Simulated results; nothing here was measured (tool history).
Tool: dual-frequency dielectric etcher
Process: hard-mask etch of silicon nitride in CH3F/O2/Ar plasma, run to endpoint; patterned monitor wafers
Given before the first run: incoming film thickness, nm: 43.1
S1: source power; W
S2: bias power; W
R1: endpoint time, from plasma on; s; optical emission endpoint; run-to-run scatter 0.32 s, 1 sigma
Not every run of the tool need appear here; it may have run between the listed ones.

{"run": 1, "hour": 0.0, "S1": 340, "S2": 53, "R1": 72.672}
{"run": 2, "hour": 7.3, "S1": 310, "S2": 50, "R1": 76.368}
{"run": 3, "hour": 9.2, "S1": 290, "S2": 50, "R1": 77.989}
{"run": 4, "hour": 17.4, "S1": 290, "S2": 47, "R1": 80.167}
{"run": 5, "hour": 21.0, "S1": 290, "S2": 52, "R1": 77.278}
{"run": 6, "hour": 28.1, "S1": 330, "S2": 52, "R1": 73.281}
{"run": 7, "hour": 30.0, "S1": 300, "S2": 50, "R1": 76.972}
{"run": 8, "hour": 32.2, "S1": 280, "S2": 47, "R1": 80.9}

Expected results for the next run?
{"run": 9, "hour": 33.0, "S1": 260, "S2": 46, "R1": "?"}

Run 9 produced R1 84.433 s.
